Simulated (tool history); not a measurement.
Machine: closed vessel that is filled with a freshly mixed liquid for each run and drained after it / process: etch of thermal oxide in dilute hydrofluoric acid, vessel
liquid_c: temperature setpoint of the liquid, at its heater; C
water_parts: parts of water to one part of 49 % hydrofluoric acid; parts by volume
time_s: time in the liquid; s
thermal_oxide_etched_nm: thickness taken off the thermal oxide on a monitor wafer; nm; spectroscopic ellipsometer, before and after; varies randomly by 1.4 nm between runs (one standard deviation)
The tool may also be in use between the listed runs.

run  hour  liquid_c  water_parts  time_s  thermal_oxide_etched_nm
  1     0        20           50     970                   82.299
  2   6.2        22           50     970                   89.261
  3  12.3        23           45     970                   104.86
  4    21      26.5           45     970                   121.41
  5  23.4      26.5           45     970                   121.32
  6  29.8      26.5           35     970                   154.42

For run 7, what comes out?
  7  32.4        28           30     970                        ?

Run 7 yielded thermal_oxide_etched_nm 195.38 nm.
